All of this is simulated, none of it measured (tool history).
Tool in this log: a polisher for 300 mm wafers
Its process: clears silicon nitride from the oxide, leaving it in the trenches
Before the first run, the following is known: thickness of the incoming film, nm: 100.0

run  hour  flow of slurry (ml/min)  pressure of the wafer on the pad (kPa)  speed of the pad under the wafer (cm/s)  overpolish time after the end point (s)  time until the end point was called (s)
  1     0                      295                                    15.2                                       88                                        3                                   182.04
  2   3.9                      295                                    13.1                                       88                                        3                                   210.37
  3   5.6                      295                                    16.5                                       88                                        3                                   165.78
  4  13.4                      295                                    15.9                                       88                                        3                                   173.45
  5  15.4                      295                                    15.2                                       88                                        3                                   184.25
  6  22.1                      295                                    15.2                                       88                                        3                                   178.36
  7  22.8                      295                                    14.5                                       88                                        3                                   190.85
  8  24.9                      295                                    13.8                                       88                                        3                                    200.5
  9  30.3                      295                                    13.1                                       88                                        3                                   211.86

Expected results for the next run?
 10  33.4                      290                                    11.7                                       88                                        3                                        ?

{"run 10": {"time until the end point was called (s)": 230.6}}
